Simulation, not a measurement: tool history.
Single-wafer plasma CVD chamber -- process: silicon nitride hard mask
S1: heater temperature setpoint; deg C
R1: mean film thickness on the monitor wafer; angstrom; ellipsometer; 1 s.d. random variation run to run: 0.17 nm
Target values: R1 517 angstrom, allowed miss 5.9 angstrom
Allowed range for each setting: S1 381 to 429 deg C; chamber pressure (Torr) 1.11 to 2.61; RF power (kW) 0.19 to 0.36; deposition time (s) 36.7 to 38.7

{"run": 1, "hour": 0.0, "S1": 405, "chamber pressure (Torr)": 1.86, "RF power (kW)": 0.275, "deposition time (s)": 38.7, "R1": 488.77}
{"run": 2, "hour": 4.8, "S1": 405, "chamber pressure (Torr)": 1.86, "RF power (kW)": 0.255, "deposition time (s)": 38.7, "R1": 458.06}
{"run": 3, "hour": 8.7, "S1": 405, "chamber pressure (Torr)": 1.86, "RF power (kW)": 0.275, "deposition time (s)": 38.7, "R1": 485.17}
{"run": 4, "hour": 10.7, "S1": 405, "chamber pressure (Torr)": 1.86, "RF power (kW)": 0.24, "deposition time (s)": 38.7, "R1": 435.88}
{"run": 5, "hour": 12.7, "S1": 405, "chamber pressure (Torr)": 2.18, "RF power (kW)": 0.24, "deposition time (s)": 38.7, "R1": 453.79}
{"run": 6, "hour": 17.5, "S1": 405, "chamber pressure (Torr)": 2.18, "RF power (kW)": 0.24, "deposition time (s)": 38.7, "R1": 457.14}
{"run": 7, "hour": 26.1, "S1": 405, "chamber pressure (Torr)": 2.32, "RF power (kW)": 0.25, "deposition time (s)": 38.7, "R1": 482.55}
{"run": 8, "hour": 33.7, "S1": 405, "chamber pressure (Torr)": 2.41, "RF power (kW)": 0.255, "deposition time (s)": 38.7, "R1": 493.42}
{"run": 9, "hour": 34.8, "S1": 405, "chamber pressure (Torr)": 2.47, "RF power (kW)": 0.255, "deposition time (s)": 38.7, "R1": 495.62}
{"hour": 37.2, "done": "thermocouple changed; heater temperature recalibrated"}
{"run": 10, "hour": 37.2, "S1": 405, "chamber pressure (Torr)": 2.52, "RF power (kW)": 0.26, "deposition time (s)": 38.7, "R1": 503.06}
{"run": 11, "hour": 42.1, "S1": 405, "chamber pressure (Torr)": 2.55, "RF power (kW)": 0.26, "deposition time (s)": 38.7, "R1": 508.61}
{"run": 12, "hour": 43.4, "S1": 405, "chamber pressure (Torr)": 2.57, "RF power (kW)": 0.26, "deposition time (s)": 38.7, "R1": 506.78}
{"run": 13, "hour": 49.2, "S1": 405, "chamber pressure (Torr)": 2.58, "RF power (kW)": 0.26, "deposition time (s)": 38.7, "R1": 508.55}
{"run": 14, "hour": 52.4, "S1": 405, "chamber pressure (Torr)": 2.59, "RF power (kW)": 0.26, "deposition time (s)": 38.7, "R1": 509.22}
{"run": 15, "hour": 57.9, "S1": 405, "chamber pressure (Torr)": 2.6, "RF power (kW)": 0.26, "deposition time (s)": 38.7, "R1": 507.38}

Of the 5 settings listed for the next run, only one would bring every result within its allowed miss of target. Which one?
{"run": "A", "hour": 63.4, "S1": 414, "chamber pressure (Torr)": 2.44, "RF power (kW)": 0.26, "deposition time (s)": 38.2, "R1": "?"}
{"run": "B", "hour": 63.4, "S1": 408, "chamber pressure (Torr)": 2.35, "RF power (kW)": 0.27, "deposition time (s)": 38.2, "R1": "?"}
{"run": "C", "hour": 63.4, "S1": 402, "chamber pressure (Torr)": 2.61, "RF power (kW)": 0.26, "deposition time (s)": 38.2, "R1": "?"}
{"run": "D", "hour": 63.4, "S1": 406, "chamber pressure (Torr)": 2.4, "RF power (kW)": 0.27, "deposition time (s)": 38.7, "R1": "?"}
{"run": "E", "hour": 63.4, "S1": 399, "chamber pressure (Torr)": 2.57, "RF power (kW)": 0.27, "deposition time (s)": 36.9, "R1": "?"}

move=A R1=490.34
move=B R1=503.32
move=C R1=501.19
move=D R1=512.97
move=E R1=498.86
A: its largest miss is bigger than the last run's
B: its largest miss is bigger than the last run's
C: its largest miss is bigger than the last run's
D: every result lands within tolerance
E: its largest miss is bigger than the last run's
The right move is D.

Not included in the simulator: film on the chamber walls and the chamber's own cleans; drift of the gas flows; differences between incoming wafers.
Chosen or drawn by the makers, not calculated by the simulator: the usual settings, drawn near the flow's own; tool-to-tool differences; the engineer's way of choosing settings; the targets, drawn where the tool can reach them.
